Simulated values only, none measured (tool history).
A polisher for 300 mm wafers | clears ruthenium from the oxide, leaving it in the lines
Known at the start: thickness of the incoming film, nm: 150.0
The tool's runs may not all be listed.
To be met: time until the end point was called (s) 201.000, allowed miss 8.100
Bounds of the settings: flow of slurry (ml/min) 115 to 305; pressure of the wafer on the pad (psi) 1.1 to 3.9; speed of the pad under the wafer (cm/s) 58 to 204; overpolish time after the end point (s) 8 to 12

run,hour,flow of slurry (ml/min),pressure of the wafer on the pad (psi),speed of the pad under the wafer (cm/s),overpolish time after the end point (s),time until the end point was called (s)
1,0.0,195,2.5,130,12,106.180
2,8.6,195,2.9,130,12,91.674
3,11.8,195,2.7,128,12,101.120
4,16.6,195,2.7,128,8,99.456
5,25.0,195,2.5,126,8,108.180
6,32.7,195,2.5,126,8,109.300
7,41.5,195,2.3,124,8,119.210
8,43.3,190,1.6,114,8,174.080

Which of these 5 next moves meets every target?
A,45.1,245,2.0,84,11,?
B,45.1,150,2.2,118,11,?
C,45.1,215,1.4,122,9,?
D,45.1,200,1.3,116,8,?
E,45.1,185,1.4,120,12,?

move,time until the end point was called (s)
A,187.300
B,136.020
C,176.420
D,198.080
E,183.850
A: nearer than the last run, and not there yet
B: further off than the last run
C: nearer than the last run, and not there yet
D: meets every target
E: nearer than the last run, and not there yet
Answer: D
